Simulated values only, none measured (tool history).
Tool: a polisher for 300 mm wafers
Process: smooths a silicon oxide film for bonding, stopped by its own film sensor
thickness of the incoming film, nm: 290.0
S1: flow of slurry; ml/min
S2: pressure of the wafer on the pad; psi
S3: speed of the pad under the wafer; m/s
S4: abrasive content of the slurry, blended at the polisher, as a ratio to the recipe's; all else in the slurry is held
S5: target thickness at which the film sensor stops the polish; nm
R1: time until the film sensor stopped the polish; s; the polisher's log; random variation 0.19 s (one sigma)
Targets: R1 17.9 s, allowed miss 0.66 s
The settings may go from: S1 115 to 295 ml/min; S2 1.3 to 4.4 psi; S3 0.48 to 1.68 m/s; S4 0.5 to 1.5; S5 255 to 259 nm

Run 1, hour 0: S1 190 ml/min, S2 2.8 psi, S3 1.08 m/s, S4 1, S5 255 nm. Result: R1 27.144 s.
Run 2, hour 0.6: S1 190 ml/min, S2 2.9 psi, S3 1.08 m/s, S4 1, S5 255 nm. Result: R1 26.578 s.
Run 3, hour 8.2: S1 190 ml/min, S2 2.9 psi, S3 0.96 m/s, S4 1, S5 255 nm. Result: R1 28.423 s.
Run 4, hour 9.6: S1 190 ml/min, S2 2.9 psi, S3 0.96 m/s, S4 1, S5 255 nm. Result: R1 28.706 s.
Run 5, hour 15.7: S1 190 ml/min, S2 3 psi, S3 0.96 m/s, S4 1, S5 255 nm. Result: R1 27.438 s.
Run 6, hour 22.6: S1 190 ml/min, S2 3 psi, S3 0.96 m/s, S4 0.85, S5 255 nm. Result: R1 28.992 s.
Run 7, hour 29.7: S1 190 ml/min, S2 3.1 psi, S3 0.96 m/s, S4 0.85, S5 255 nm. Result: R1 28.376 s.
Run 8, hour 37.7: S1 190 ml/min, S2 3.2 psi, S3 0.96 m/s, S4 0.85, S5 255 nm. Result: R1 27.754 s.
Run 9, hour 46.1: S1 190 ml/min, S2 3.3 psi, S3 0.98 m/s, S4 0.85, S5 255 nm. Result: R1 26.988 s.
Run 10, hour 47.3: S1 190 ml/min, S2 3.4 psi, S3 1 m/s, S4 0.85, S5 255 nm. Result: R1 26.069 s.
Run 11, hour 54.1: S1 190 ml/min, S2 3.5 psi, S3 1.02 m/s, S4 0.85, S5 255 nm. Result: R1 24.638 s.
Run 12, hour 60.9: S1 190 ml/min, S2 3.5 psi, S3 1.02 m/s, S4 0.85, S5 255 nm. Result: R1 24.981 s.
Run 13, hour 65.3: S1 190 ml/min, S2 3.6 psi, S3 1.04 m/s, S4 0.85, S5 255 nm. Result: R1 24.709 s.
Run 14, hour 68.9: S1 200 ml/min, S2 4.4 psi, S3 1.18 m/s, S4 0.85, S5 255 nm. Result: R1 18.557 s.

4 next moves are on the table. One of them brings every result within its allowed miss. Which?
Run A, hour 72.5: S1 225 ml/min, S2 4.1 psi, S3 1.12 m/s, S4 0.85, S5 256 nm. Result: R1 ?.
Run B, hour 72.5: S1 190 ml/min, S2 4.4 psi, S3 1.3 m/s, S4 0.8, S5 255 nm. Result: R1 ?.
Run C, hour 72.5: S1 225 ml/min, S2 4.4 psi, S3 1.22 m/s, S4 0.5, S5 258 nm. Result: R1 ?.
Run D, hour 72.5: S1 215 ml/min, S2 4.2 psi, S3 1.2 m/s, S4 0.75, S5 256 nm. Result: R1 ?.

move      R1
   A   20.03
   B  18.165
   C  19.735
   D  19.559
A: further off than the last run
B: meets every target
C: further off than the last run
D: further off than the last run
Answer: B
